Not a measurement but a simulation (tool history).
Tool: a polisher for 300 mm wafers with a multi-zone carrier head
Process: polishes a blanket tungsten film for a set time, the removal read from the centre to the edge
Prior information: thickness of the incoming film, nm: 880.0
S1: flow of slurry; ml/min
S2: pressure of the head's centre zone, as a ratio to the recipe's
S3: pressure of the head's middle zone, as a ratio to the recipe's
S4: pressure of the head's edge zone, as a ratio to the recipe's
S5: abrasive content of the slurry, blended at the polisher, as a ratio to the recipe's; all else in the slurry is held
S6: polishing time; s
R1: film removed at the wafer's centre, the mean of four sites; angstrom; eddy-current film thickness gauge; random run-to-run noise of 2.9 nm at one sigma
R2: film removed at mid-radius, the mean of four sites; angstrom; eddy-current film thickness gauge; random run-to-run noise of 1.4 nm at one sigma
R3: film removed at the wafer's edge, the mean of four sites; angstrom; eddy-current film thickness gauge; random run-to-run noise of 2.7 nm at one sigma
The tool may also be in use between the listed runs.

run    day   S1    S2    S3    S4    S5  S6      R1      R2      R3
  1      0  270     1     1     1     1  46  2979.9  3011.6  2978.1
  2  0.129  270     1     1  1.06     1  46  3108.6  3045.5  3145.9
  3  0.325  270     1     1  1.06  1.15  46  3114.9  3142.3  3141.8
  4  0.671  270     1     1  1.03  1.15  46  3082.6  3112.5  3141.5
  5  0.842  265     1  0.97  0.99     1  42  2777.4  2709.4  2783.3
  6  1.138  265     1  0.97  0.99   1.1  42    2828  2751.3  2814.7
  7  1.417  250  0.98  0.87  0.89  0.85  29  1749.1  1636.1  1710.9
  8  1.662  260  0.99  0.88  0.91  0.85  29  1752.3  1657.3  1697.2
  9  1.692  250     1  0.88  0.93   0.9  29  1800.4  1659.7  1772.7
 10  1.867  255  1.01  0.89  0.94   0.9  29  1832.8    1664  1706.1
 11  2.079  250  0.99  0.85  0.95  1.15  30  2009.5  1827.2  1954.2

For run 12, what comes out?
 12  2.421  245  0.99  0.84  0.94  1.15  30   ?   ?   ?

Run 12 produced R1 2016.3 angstrom, R2 1786.8 angstrom, R3 1986.5 angstrom.
